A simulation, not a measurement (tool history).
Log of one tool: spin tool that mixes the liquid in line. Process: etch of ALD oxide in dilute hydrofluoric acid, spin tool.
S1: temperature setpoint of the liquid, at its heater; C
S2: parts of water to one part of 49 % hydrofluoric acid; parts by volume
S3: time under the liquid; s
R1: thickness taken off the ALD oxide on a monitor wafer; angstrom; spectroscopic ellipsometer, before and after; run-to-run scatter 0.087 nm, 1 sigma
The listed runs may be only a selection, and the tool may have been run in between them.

run,hour,S1,S2,S3,R1
1,0.0,23.0,85,30,100.260
2,0.6,23.0,85,20,66.561
3,9.3,23.0,115,20,47.882
4,12.2,25.5,115,20,53.079
5,19.5,25.5,115,20,52.670
6,21.0,27.0,100,20,65.296
7,24.5,28.0,85,20,81.064
8,29.8,28.0,85,20,81.338
9,34.1,29.0,75,20,96.932
10,35.6,29.5,70,20,107.770

Run 11 has not been measured yet. What should we expect?
11,37.2,29.5,70,20,?

Run 11 measured R1 106.950 angstrom.
